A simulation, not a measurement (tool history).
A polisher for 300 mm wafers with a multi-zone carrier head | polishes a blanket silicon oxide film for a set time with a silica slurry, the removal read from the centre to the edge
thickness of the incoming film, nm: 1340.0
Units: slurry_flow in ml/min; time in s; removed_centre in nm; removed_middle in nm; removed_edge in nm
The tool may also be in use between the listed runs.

| run | day | slurry_flow | centre_zone | middle_zone | edge_zone | slurry_solids | time | removed_centre | removed_middle | removed_edge |
|---|---|---|---|---|---|---|---|---|---|---|
| 1 | 0 | 235 | 1 | 1 | 1 | 1 | 60 | 231.75 | 236.36 | 231.17 |
| 2 | 0.258 | 235 | 1.03 | 1 | 1 | 1 | 60 | 238.57 | 238.14 | 239.41 |
| 3 | 0.454 | 240 | 1.06 | 1.02 | 1.04 | 1.1 | 60 | 262.1 | 254.94 | 249.6 |
| 4 | 0.675 | 220 | 1.05 | 1 | 1.07 | 1.2 | 63 | 279.28 | 271.27 | 276.94 |
| 5 | 0.812 | 220 | 1.05 | 1.05 | 1.07 | 1.2 | 63 | 278.27 | 285.53 | 267.5 |
| 6 | 0.879 | 220 | 1.05 | 1.05 | 1.01 | 1.2 | 63 | 279.86 | 282.96 | 269.15 |
| 7 | 1.025 | 210 | 1.05 | 1.03 | 1.02 | 1.25 | 65 | 290.79 | 292.83 | 278.09 |
| 8 | 1.054 | 210 | 1.05 | 1.03 | 1.02 | 1.25 | 65 | 288.91 | 291.93 | 287.79 |
| 9 | 1.083 | 205 | 1.05 | 1.02 | 1.02 | 1.3 | 66 | 299.64 | 296.89 | 296.94 |
| 10 | 1.158 | 210 | 1.05 | 1.01 | 1.03 | 1.35 | 67 | 305.54 | 308.13 | 306.39 |
| 11 | 1.304 | 210 | 1.05 | 1 | 1.05 | 1.4 | 68 | 317.66 | 316.49 | 314.54 |
| 12 | 1.571 | 195 | 1.05 | 0.99 | 1.06 | 1.4 | 70 | 325.12 | 316.92 | 331.93 |
| 13 | 1.654 | 190 | 1.05 | 0.99 | 1.07 | 1.4 | 71 | 333.09 | 318.04 | 332.52 |

Forecast run 14:
| 14 | 1.688 | 195 | 1.05 | 0.98 | 1.08 | 1.4 | 72 | ? | ? | ? |

{"run 14": {"removed_centre": 330.95, "removed_middle": 326.64, "removed_edge": 349.29}}

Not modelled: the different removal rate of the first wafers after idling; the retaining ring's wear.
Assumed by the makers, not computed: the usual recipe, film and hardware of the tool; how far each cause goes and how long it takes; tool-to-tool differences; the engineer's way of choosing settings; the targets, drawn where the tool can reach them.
